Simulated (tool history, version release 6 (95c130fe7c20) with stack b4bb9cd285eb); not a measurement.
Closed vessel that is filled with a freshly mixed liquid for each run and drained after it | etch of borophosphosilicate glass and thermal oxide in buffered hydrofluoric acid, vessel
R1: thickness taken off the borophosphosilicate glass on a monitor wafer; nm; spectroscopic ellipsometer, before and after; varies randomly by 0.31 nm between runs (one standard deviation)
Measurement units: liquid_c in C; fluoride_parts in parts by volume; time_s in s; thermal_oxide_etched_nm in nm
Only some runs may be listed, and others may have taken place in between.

{"run": 1, "hour": 0.0, "liquid_c": 22.0, "fluoride_parts": 13, "time_s": 60, "R1": 114.36, "thermal_oxide_etched_nm": 48.695}
{"run": 2, "hour": 6.5, "liquid_c": 22.0, "fluoride_parts": 16, "time_s": 60, "R1": 92.28, "thermal_oxide_etched_nm": 40.31}
{"run": 3, "hour": 9.0, "liquid_c": 23.5, "fluoride_parts": 16, "time_s": 60, "R1": 101.12, "thermal_oxide_etched_nm": 43.317}
{"run": 4, "hour": 13.8, "liquid_c": 23.0, "fluoride_parts": 16, "time_s": 60, "R1": 97.791, "thermal_oxide_etched_nm": 42.288}
{"run": 5, "hour": 22.7, "liquid_c": 22.5, "fluoride_parts": 16, "time_s": 60, "R1": 95.88, "thermal_oxide_etched_nm": 40.965}
{"run": 6, "hour": 24.9, "liquid_c": 22.0, "fluoride_parts": 16, "time_s": 60, "R1": 92.962, "thermal_oxide_etched_nm": 40.097}
{"run": 7, "hour": 28.2, "liquid_c": 21.5, "fluoride_parts": 16, "time_s": 60, "R1": 89.549, "thermal_oxide_etched_nm": 38.707}

Estimate the outcome of run 8 from the log above:
{"run": 8, "hour": 35.8, "liquid_c": 21.0, "fluoride_parts": 16, "time_s": 60, "R1": "?", "thermal_oxide_etched_nm": "?"}

{"run 8": {"R1": 87.819, "thermal_oxide_etched_nm": 38.315}}
